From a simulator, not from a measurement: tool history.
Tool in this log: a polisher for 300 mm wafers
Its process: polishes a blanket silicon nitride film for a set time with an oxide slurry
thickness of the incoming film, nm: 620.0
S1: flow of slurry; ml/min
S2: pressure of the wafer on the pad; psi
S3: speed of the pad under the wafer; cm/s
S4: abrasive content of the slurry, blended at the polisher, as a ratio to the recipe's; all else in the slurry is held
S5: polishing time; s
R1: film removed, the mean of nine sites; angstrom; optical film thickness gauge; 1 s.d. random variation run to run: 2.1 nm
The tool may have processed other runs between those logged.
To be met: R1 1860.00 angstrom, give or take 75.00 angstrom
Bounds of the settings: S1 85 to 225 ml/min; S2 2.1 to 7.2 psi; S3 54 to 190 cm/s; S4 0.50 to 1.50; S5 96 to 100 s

| run | hour | S1 | S2 | S3 | S4 | S5 | R1 |
|---|---|---|---|---|---|---|---|
| 1 | 0.0 | 145 | 4.6 | 122 | 1.00 | 96 | 1034.40 |
| 2 | 4.4 | 145 | 4.6 | 122 | 1.00 | 96 | 1078.10 |
| 3 | 11.8 | 150 | 5.1 | 122 | 1.00 | 96 | 1174.10 |
| 4 | 17.5 | 150 | 5.5 | 122 | 1.00 | 96 | 1253.80 |
| 5 | 25.5 | 130 | 5.5 | 122 | 1.00 | 96 | 1212.10 |
| 6 | 32.0 | 130 | 4.9 | 122 | 1.00 | 96 | 1099.90 |
| 7 | 37.0 | 130 | 5.4 | 124 | 1.00 | 96 | 1216.50 |
| 8 | 43.9 | 135 | 5.8 | 126 | 1.00 | 96 | 1334.80 |

Which one of the following 5 next-run settings gets every result inside its allowed miss? There is exactly one.
| A | 50.8 | 165 | 6.0 | 158 | 1.35 | 100 | ? |
| B | 50.8 | 145 | 4.9 | 106 | 0.75 | 96 | ? |
| C | 50.8 | 100 | 6.6 | 126 | 1.25 | 100 | ? |
| D | 50.8 | 120 | 6.3 | 144 | 1.05 | 100 | ? |
| E | 50.8 | 140 | 5.7 | 168 | 1.15 | 100 | ? |

| move | R1 |
|---|---|
| A | 2025.70 |
| B | 882.93 |
| C | 1650.30 |
| D | 1694.40 |
| E | 1854.00 |
A: takes the biggest miss from the last run beyond its target
B: moves away from the targets compared with the last run
C: gains on the last run, yet a result remains outside its allowed miss
D: gains on the last run, yet a result remains outside its allowed miss
E: hits every target within its allowed miss
Move E is the one to make.

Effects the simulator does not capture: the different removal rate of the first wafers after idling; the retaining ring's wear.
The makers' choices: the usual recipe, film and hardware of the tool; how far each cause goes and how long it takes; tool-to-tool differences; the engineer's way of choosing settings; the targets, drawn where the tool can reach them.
